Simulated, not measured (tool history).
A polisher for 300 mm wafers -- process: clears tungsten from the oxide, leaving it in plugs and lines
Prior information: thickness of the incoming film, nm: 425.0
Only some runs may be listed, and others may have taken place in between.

run  hour  flow of slurry (ml/min)  pressure of the wafer on the pad (psi)  speed of the pad under the wafer (cm/s)  abrasive content of the slurry  overpolish time after the end point (s)  time until the end point was called (s)
  1   0.0                      295                                     2.9                                      140                             1.0                                       13                                   84.749
  2   3.6                      295                                     2.6                                      136                             1.0                                       13                                   95.506
  3   5.1                      295                                     2.4                                      130                             1.0                                       13                                  105.680
  4   8.8                      295                                     2.9                                      130                             1.0                                       13                                   94.989
  5  16.7                      295                                     2.6                                      124                             1.0                                       13                                  109.090
  6  22.9                      295                                     2.4                                      122                             1.0                                       13                                  113.210

For run 7, what comes out?
  7  28.5                      295                                     2.2                                      118                             1.0                                       13                                        ?

For run 7 the tool returned time until the end point was called (s) 123.390.

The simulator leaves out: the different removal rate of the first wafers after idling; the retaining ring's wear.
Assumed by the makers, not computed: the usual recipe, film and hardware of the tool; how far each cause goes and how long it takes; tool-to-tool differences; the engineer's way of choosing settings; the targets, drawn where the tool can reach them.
